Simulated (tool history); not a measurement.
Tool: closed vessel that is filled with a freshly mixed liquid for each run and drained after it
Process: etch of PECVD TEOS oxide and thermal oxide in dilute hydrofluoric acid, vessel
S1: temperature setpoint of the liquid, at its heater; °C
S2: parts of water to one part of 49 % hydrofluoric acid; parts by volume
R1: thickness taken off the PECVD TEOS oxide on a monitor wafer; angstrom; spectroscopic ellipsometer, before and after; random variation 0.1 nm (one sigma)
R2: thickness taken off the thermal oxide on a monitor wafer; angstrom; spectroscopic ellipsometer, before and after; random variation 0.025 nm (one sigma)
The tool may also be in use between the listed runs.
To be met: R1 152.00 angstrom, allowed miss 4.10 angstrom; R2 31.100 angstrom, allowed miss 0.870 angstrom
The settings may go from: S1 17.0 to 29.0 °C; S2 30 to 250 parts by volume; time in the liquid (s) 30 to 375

{"run": 1, "hour": 0.0, "S1": 21.0, "S2": 140, "time in the liquid (s)": 190, "R1": 238.33, "R2": 49.347}
{"run": 2, "hour": 9.4, "S1": 20.5, "S2": 145, "time in the liquid (s)": 190, "R1": 226.64, "R2": 46.089}
{"run": 3, "hour": 16.0, "S1": 20.5, "S2": 145, "time in the liquid (s)": 120, "R1": 141.12, "R2": 28.838}
{"run": 4, "hour": 19.0, "S1": 20.5, "S2": 115, "time in the liquid (s)": 120, "R1": 184.19, "R2": 37.132}
{"run": 5, "hour": 22.4, "S1": 20.5, "S2": 70, "time in the liquid (s)": 120, "R1": 319.55, "R2": 65.759}
{"run": 6, "hour": 26.5, "S1": 20.0, "S2": 80, "time in the liquid (s)": 120, "R1": 268.43, "R2": 55.116}
{"run": 7, "hour": 31.2, "S1": 17.0, "S2": 130, "time in the liquid (s)": 120, "R1": 138.8, "R2": 28.725}
{"run": 8, "hour": 32.9, "S1": 17.5, "S2": 130, "time in the liquid (s)": 120, "R1": 141.24, "R2": 29.073}

4 next moves are on the table. One of them brings every result within its allowed miss. Which?
{"run": "A", "hour": 34.6, "S1": 26.0, "S2": 115, "time in the liquid (s)": 75, "R1": "?", "R2": "?"}
{"run": "B", "hour": 34.6, "S1": 20.0, "S2": 140, "time in the liquid (s)": 125, "R1": "?", "R2": "?"}
{"run": "C", "hour": 34.6, "S1": 18.5, "S2": 150, "time in the liquid (s)": 135, "R1": "?", "R2": "?"}
{"run": "D", "hour": 34.6, "S1": 21.5, "S2": 140, "time in the liquid (s)": 110, "R1": "?", "R2": "?"}

move=A R1=145.36 R2=29.916
move=B R1=152.80 R2=31.448
move=C R1=143.52 R2=29.538
move=D R1=142.73 R2=29.374
A: nearer than the last run, and not there yet
B: meets every target
C: nearer than the last run, and not there yet
D: nearer than the last run, and not there yet
Answer: B
